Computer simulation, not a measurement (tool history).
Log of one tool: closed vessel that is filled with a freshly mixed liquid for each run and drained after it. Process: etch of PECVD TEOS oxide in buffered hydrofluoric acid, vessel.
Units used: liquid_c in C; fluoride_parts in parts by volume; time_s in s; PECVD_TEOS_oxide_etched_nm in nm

run,hour,liquid_c,fluoride_parts,time_s,PECVD_TEOS_oxide_etched_nm
1,0.0,23.0,13.0,30,40.959
2,7.3,21.5,13.0,30,37.739
3,12.9,21.5,13.0,30,37.959
4,15.1,24.0,13.0,30,43.740
5,21.4,24.0,15.0,30,37.753
6,22.3,26.0,15.0,30,42.304
7,31.1,27.5,14.5,30,46.267
8,37.6,31.0,11.5,30,71.607
9,44.2,30.5,11.5,30,69.229

Run 10 comes next. What will it give?
10,53.1,30.0,11.5,30,?

{"run 10": {"PECVD_TEOS_oxide_etched_nm": 68.529}}

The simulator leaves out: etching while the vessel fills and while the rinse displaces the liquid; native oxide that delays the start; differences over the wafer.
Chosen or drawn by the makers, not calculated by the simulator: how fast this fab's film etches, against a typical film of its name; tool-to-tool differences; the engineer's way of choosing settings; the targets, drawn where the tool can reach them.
